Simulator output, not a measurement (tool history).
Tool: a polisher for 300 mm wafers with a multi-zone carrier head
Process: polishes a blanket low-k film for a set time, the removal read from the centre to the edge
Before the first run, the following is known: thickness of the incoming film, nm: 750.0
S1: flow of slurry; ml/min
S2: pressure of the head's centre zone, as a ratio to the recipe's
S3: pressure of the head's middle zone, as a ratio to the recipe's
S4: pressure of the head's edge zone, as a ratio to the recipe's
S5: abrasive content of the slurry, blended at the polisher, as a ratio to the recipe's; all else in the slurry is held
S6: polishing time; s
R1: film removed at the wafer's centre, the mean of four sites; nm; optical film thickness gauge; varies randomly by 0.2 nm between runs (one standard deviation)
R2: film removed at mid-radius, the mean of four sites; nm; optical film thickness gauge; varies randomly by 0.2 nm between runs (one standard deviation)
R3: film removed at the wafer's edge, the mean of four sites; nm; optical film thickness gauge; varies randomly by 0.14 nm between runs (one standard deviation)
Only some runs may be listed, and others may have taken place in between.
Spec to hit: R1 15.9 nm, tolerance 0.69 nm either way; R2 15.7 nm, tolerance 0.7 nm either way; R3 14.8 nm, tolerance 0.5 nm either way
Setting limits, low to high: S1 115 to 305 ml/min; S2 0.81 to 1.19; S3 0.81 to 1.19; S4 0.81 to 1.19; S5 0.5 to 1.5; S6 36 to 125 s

{"run": 1, "hour": 0.0, "S1": 195, "S2": 1, "S3": 1, "S4": 1, "S5": 1, "S6": 80, "R1": 20.753, "R2": 20.378, "R3": 20.443}
{"run": 2, "hour": 8.7, "S1": 195, "S2": 1.07, "S3": 1, "S4": 1, "S5": 1, "S6": 80, "R1": 22.342, "R2": 20.779, "R3": 20.429}
{"run": 3, "hour": 9.9, "S1": 195, "S2": 1.06, "S3": 1, "S4": 0.98, "S5": 0.9, "S6": 80, "R1": 21.397, "R2": 19.831, "R3": 19.354}
{"run": 4, "hour": 15.0, "S1": 195, "S2": 1.06, "S3": 1, "S4": 0.98, "S5": 0.8, "S6": 80, "R1": 19.738, "R2": 18.726, "R3": 18.402}
{"run": 5, "hour": 21.3, "S1": 195, "S2": 0.98, "S3": 1, "S4": 0.98, "S5": 0.8, "S6": 80, "R1": 18.534, "R2": 18.836, "R3": 18.485}
{"run": 6, "hour": 23.7, "S1": 195, "S2": 0.98, "S3": 0.95, "S4": 0.98, "S5": 0.8, "S6": 80, "R1": 18.779, "R2": 17.888, "R3": 18.745}
{"run": 7, "hour": 26.2, "S1": 190, "S2": 0.98, "S3": 0.95, "S4": 0.96, "S5": 0.75, "S6": 80, "R1": 17.757, "R2": 17.367, "R3": 17.579}
{"run": 8, "hour": 32.6, "S1": 185, "S2": 0.98, "S3": 0.94, "S4": 0.94, "S5": 0.75, "S6": 80, "R1": 17.972, "R2": 17.122, "R3": 17.488}
{"run": 9, "hour": 33.9, "S1": 180, "S2": 0.98, "S3": 0.94, "S4": 0.92, "S5": 0.75, "S6": 80, "R1": 17.893, "R2": 16.93, "R3": 17.202}
{"run": 10, "hour": 37.7, "S1": 175, "S2": 0.98, "S3": 0.94, "S4": 0.9, "S5": 0.75, "S6": 80, "R1": 18.091, "R2": 16.606, "R3": 17.01}
{"run": 11, "hour": 39.6, "S1": 175, "S2": 0.97, "S3": 0.95, "S4": 0.89, "S5": 0.7, "S6": 80, "R1": 16.942, "R2": 16.301, "R3": 16.172}

Of the 5 settings listed for the next run, only one would bring every result within its allowed miss of target. Which one?
{"run": "A", "hour": 41.5, "S1": 145, "S2": 0.88, "S3": 0.88, "S4": 1.01, "S5": 0.8, "S6": 76, "R1": "?", "R2": "?", "R3": "?"}
{"run": "B", "hour": 41.5, "S1": 135, "S2": 1.01, "S3": 1.01, "S4": 0.81, "S5": 0.5, "S6": 92, "R1": "?", "R2": "?", "R3": "?"}
{"run": "C", "hour": 41.5, "S1": 170, "S2": 1.03, "S3": 0.95, "S4": 0.83, "S5": 0.5, "S6": 94, "R1": "?", "R2": "?", "R3": "?"}
{"run": "D", "hour": 41.5, "S1": 175, "S2": 0.98, "S3": 0.97, "S4": 0.94, "S5": 0.6, "S6": 81, "R1": "?", "R2": "?", "R3": "?"}
{"run": "E", "hour": 41.5, "S1": 135, "S2": 0.91, "S3": 0.92, "S4": 0.95, "S5": 0.65, "S6": 87, "R1": "?", "R2": "?", "R3": "?"}

move=A R1=14.938 R2=15.002 R3=17.017
move=B R1=16.029 R2=15.771 R3=14.885
move=C R1=17.682 R2=16.1 R3=15.906
move=D R1=16.073 R2=15.637 R3=15.772
move=E R1=15.671 R2=15.827 R3=17.019
A: misses by more than the last run did
B: every result within its allowed miss
C: nearer the targets than the last run, but a result is still out of spec
D: nearer the targets than the last run, but a result is still out of spec
E: misses by more than the last run did
Move B is the one to make.

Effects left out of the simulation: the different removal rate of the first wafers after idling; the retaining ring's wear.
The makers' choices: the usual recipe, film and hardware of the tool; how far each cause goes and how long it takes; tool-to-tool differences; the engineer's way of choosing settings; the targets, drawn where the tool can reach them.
